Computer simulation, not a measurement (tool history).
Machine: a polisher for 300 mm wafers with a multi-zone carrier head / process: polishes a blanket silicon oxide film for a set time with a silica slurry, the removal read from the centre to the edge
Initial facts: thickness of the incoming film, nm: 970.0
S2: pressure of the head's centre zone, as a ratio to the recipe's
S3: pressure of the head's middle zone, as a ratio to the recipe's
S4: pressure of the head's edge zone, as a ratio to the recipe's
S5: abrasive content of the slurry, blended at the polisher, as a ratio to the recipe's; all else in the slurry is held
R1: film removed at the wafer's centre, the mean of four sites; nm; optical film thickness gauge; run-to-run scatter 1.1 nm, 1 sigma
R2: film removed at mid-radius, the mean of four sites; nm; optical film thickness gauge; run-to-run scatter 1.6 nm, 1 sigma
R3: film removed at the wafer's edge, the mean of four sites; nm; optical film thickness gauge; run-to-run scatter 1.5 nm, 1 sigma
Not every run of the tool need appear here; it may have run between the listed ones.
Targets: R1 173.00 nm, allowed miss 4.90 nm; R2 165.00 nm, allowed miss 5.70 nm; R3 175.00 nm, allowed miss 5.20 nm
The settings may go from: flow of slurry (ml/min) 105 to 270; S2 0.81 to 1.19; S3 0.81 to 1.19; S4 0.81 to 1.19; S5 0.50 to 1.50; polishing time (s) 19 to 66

Run 1, hour 0.0: flow of slurry (ml/min) 175, S2 1.00, S3 1.00, S4 1.00, S5 1.00, polishing time (s) 42. Result: R1 189.55 nm, R2 192.43 nm, R3 190.91 nm.
Run 2, hour 3.8: flow of slurry (ml/min) 175, S2 1.00, S3 1.00, S4 1.05, S5 1.00, polishing time (s) 42. Result: R1 187.80 nm, R2 193.23 nm, R3 198.30 nm.
Run 3, hour 10.9: flow of slurry (ml/min) 195, S2 1.00, S3 1.00, S4 1.05, S5 1.00, polishing time (s) 42. Result: R1 193.28 nm, R2 191.58 nm, R3 198.82 nm.
Run 4, hour 11.8: flow of slurry (ml/min) 190, S2 1.00, S3 0.98, S4 1.04, S5 1.00, polishing time (s) 42. Result: R1 192.68 nm, R2 188.89 nm, R3 197.15 nm.
Run 5, hour 19.3: flow of slurry (ml/min) 190, S2 1.00, S3 0.98, S4 1.00, S5 1.00, polishing time (s) 42. Result: R1 192.59 nm, R2 191.66 nm, R3 194.46 nm.
Run 6, hour 21.7: flow of slurry (ml/min) 190, S2 1.00, S3 0.98, S4 1.08, S5 1.00, polishing time (s) 42. Result: R1 195.11 nm, R2 188.97 nm, R3 199.57 nm.
Run 7, hour 23.9: flow of slurry (ml/min) 185, S2 1.00, S3 0.97, S4 1.06, S5 1.00, polishing time (s) 42. Result: R1 192.06 nm, R2 185.22 nm, R3 199.91 nm.
Run 8, hour 25.7: flow of slurry (ml/min) 180, S2 1.00, S3 0.96, S4 1.04, S5 1.00, polishing time (s) 42. Result: R1 192.71 nm, R2 182.21 nm, R3 198.75 nm.
Run 9, hour 30.6: flow of slurry (ml/min) 175, S2 1.00, S3 0.96, S4 1.02, S5 1.00, polishing time (s) 42. Result: R1 190.62 nm, R2 182.86 nm, R3 192.83 nm.
Run 10, hour 38.7: flow of slurry (ml/min) 170, S2 1.00, S3 0.95, S4 1.01, S5 1.00, polishing time (s) 42. Result: R1 190.55 nm, R2 185.30 nm, R3 193.32 nm.
Run 11, hour 39.4: flow of slurry (ml/min) 155, S2 0.98, S3 0.86, S4 0.94, S5 0.80, polishing time (s) 42. Result: R1 150.25 nm, R2 135.52 nm, R3 157.08 nm.
Run 12, hour 41.3: flow of slurry (ml/min) 165, S2 0.98, S3 0.87, S4 0.95, S5 0.80, polishing time (s) 42. Result: R1 152.98 nm, R2 136.87 nm, R3 155.60 nm.
Run 13, hour 49.9: flow of slurry (ml/min) 165, S2 0.99, S3 0.89, S4 0.97, S5 0.80, polishing time (s) 42. Result: R1 155.53 nm, R2 144.37 nm, R3 158.05 nm.
Run 14, hour 53.3: flow of slurry (ml/min) 170, S2 0.99, S3 0.90, S4 0.99, S5 0.80, polishing time (s) 42. Result: R1 158.42 nm, R2 143.06 nm, R3 161.54 nm.
Run 15, hour 62.1: flow of slurry (ml/min) 175, S2 0.99, S3 0.91, S4 1.00, S5 0.80, polishing time (s) 42. Result: R1 158.18 nm, R2 148.28 nm, R3 161.77 nm.
Run 16, hour 65.2: flow of slurry (ml/min) 180, S2 0.99, S3 0.92, S4 1.01, S5 0.80, polishing time (s) 42. Result: R1 157.41 nm, R2 147.63 nm, R3 162.86 nm.
Run 17, hour 70.2: flow of slurry (ml/min) 180, S2 1.00, S3 0.93, S4 1.02, S5 0.80, polishing time (s) 42. Result: R1 160.34 nm, R2 150.11 nm, R3 162.37 nm.
Run 18, hour 74.9: flow of slurry (ml/min) 230, S2 1.00, S3 0.96, S4 1.10, S5 0.85, polishing time (s) 42. Result: R1 174.60 nm, R2 173.13 nm, R3 181.69 nm.
Run 19, hour 83.7: flow of slurry (ml/min) 230, S2 1.00, S3 0.96, S4 1.09, S5 0.85, polishing time (s) 42. Result: R1 176.92 nm, R2 166.73 nm, R3 180.89 nm.
Run 20, hour 89.2: flow of slurry (ml/min) 230, S2 1.00, S3 0.96, S4 1.09, S5 0.85, polishing time (s) 42. Result: R1 176.38 nm, R2 171.07 nm, R3 182.96 nm.
Run 21, hour 90.0: flow of slurry (ml/min) 230, S2 1.00, S3 0.96, S4 1.09, S5 0.85, polishing time (s) 42. Result: R1 176.45 nm, R2 168.39 nm, R3 180.36 nm.
Run 22, hour 96.8: flow of slurry (ml/min) 230, S2 1.00, S3 0.96, S4 1.08, S5 0.85, polishing time (s) 42. Result: R1 174.74 nm, R2 171.92 nm, R3 182.28 nm.

Exercise: of the 4 proposed moves below, exactly one satisfies all targets within the stated allowed misses. Which move is it?
Run A, hour 103.6: flow of slurry (ml/min) 255, S2 1.02, S3 0.98, S4 1.11, S5 0.75, polishing time (s) 45. Result: R1 ?, R2 ?, R3 ?.
Run B, hour 103.6: flow of slurry (ml/min) 270, S2 0.96, S3 1.05, S4 1.10, S5 0.70, polishing time (s) 48. Result: R1 ?, R2 ?, R3 ?.
Run C, hour 103.6: flow of slurry (ml/min) 235, S2 0.93, S3 0.97, S4 1.07, S5 0.85, polishing time (s) 41. Result: R1 ?, R2 ?, R3 ?.
Run D, hour 103.6: flow of slurry (ml/min) 220, S2 0.87, S3 0.86, S4 1.04, S5 0.85, polishing time (s) 46. Result: R1 ?, R2 ?, R3 ?.

move      R1      R2      R3
   A  175.64  165.07  174.86
   B  164.77  174.35  173.11
   C  162.10  166.06  175.30
   D  168.25  167.15  193.58
A: every result within its allowed miss
B: corrects the largest miss of the last run, while another result sits out of spec
C: corrects the largest miss of the last run, while another result sits out of spec
D: lands further from the targets than the last run did
Move A is the one to make.
